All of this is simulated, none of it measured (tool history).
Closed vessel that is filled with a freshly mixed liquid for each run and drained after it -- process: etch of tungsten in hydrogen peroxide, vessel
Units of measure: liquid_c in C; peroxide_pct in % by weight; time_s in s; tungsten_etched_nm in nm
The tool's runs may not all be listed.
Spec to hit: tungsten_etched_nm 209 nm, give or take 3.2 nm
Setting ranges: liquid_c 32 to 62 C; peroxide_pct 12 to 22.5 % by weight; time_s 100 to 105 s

run	day	liquid_c	peroxide_pct	time_s	tungsten_etched_nm
1	0	46	15.5	100	107.32
2	0.308	50.5	15.5	100	142.1
3	0.338	50.5	13	100	129.59
4	0.696	51.5	13	100	137.88
5	0.792	56	13	100	180.7
6	0.929	56	13	100	179.98
7	1.017	56.5	13	100	185.52
8	1.133	57.5	13	100	197.45
9	1.412	58	13	100	202.26

Exactly one of the 4 candidate moves below puts every result within its allowed miss. Which one?
A	1.692	58.5	13	100	?
B	1.692	57	12	105	?
C	1.692	58	12	100	?
D	1.692	57.5	13	100	?

move	tungsten_etched_nm
A	209.24
B	193.4
C	195.27
D	197.41
A: each result inside its tolerance
B: moves away from the targets compared with the last run
C: moves away from the targets compared with the last run
D: moves away from the targets compared with the last run
The move that meets every target is A.
